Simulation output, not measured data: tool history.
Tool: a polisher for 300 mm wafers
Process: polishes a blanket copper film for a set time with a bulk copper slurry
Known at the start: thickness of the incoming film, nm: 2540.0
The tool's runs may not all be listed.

| run | hour | flow of slurry (ml/min) | pressure of the wafer on the pad (kPa) | speed of the pad under the wafer (cm/s) | abrasive content of the slurry | polishing time (s) | film removed (angstrom) |
|---|---|---|---|---|---|---|---|
| 1 | 0 | 185 | 15.2 | 140 | 1 | 115 | 11340 |
| 2 | 9.1 | 185 | 15.2 | 140 | 1.1 | 115 | 11331 |
| 3 | 14.1 | 215 | 15.2 | 140 | 1.1 | 115 | 11234 |
| 4 | 20.1 | 215 | 15.9 | 140 | 1.1 | 115 | 11893 |
| 5 | 25.7 | 215 | 16.5 | 140 | 1.1 | 115 | 12176 |
| 6 | 34.6 | 215 | 16.5 | 140 | 1.1 | 120 | 13185 |
| 7 | 41.8 | 215 | 17.2 | 140 | 1.1 | 120 | 13304 |

Forecast run 8:
| 8 | 48.1 | 215 | 17.9 | 140 | 1.1 | 120 | ? |

film removed (angstrom): 14002
